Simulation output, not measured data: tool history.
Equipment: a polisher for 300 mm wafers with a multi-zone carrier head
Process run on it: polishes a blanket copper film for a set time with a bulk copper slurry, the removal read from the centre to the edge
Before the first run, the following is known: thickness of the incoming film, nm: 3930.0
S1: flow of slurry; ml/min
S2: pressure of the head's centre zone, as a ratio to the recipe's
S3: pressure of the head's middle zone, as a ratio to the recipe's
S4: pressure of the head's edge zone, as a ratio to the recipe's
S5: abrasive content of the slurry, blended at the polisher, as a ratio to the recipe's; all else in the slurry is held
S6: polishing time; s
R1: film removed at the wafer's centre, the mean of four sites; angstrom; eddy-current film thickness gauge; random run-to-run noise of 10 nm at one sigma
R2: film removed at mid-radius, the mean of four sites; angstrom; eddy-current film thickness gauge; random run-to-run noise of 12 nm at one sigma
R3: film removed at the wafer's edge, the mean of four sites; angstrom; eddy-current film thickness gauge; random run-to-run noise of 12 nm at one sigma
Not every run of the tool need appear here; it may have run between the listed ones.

run,hour,S1,S2,S3,S4,S5,S6,R1,R2,R3
1,0,200,1,1,1,1,85,12152,12472,12671
2,7,200,1,1,1,0.85,85,11986,11893,12073
3,12.8,200,1,1.06,1,0.85,85,11672,12430,12301
4,18.4,200,1,1.06,1,0.85,104,14247,15330,14730
5,23.4,200,1,1.06,0.92,0.85,104,14351,15548,14109
6,29.6,200,1,1.06,0.86,0.85,104,14550,15318,13661

Run 7, settings as shown, results not yet in. Your forecast:
7,34.2,195,0.99,1.01,0.85,0.75,98,?,?,?

R1: 12995 angstrom
R2: 13625 angstrom
R3: 12670 angstrom
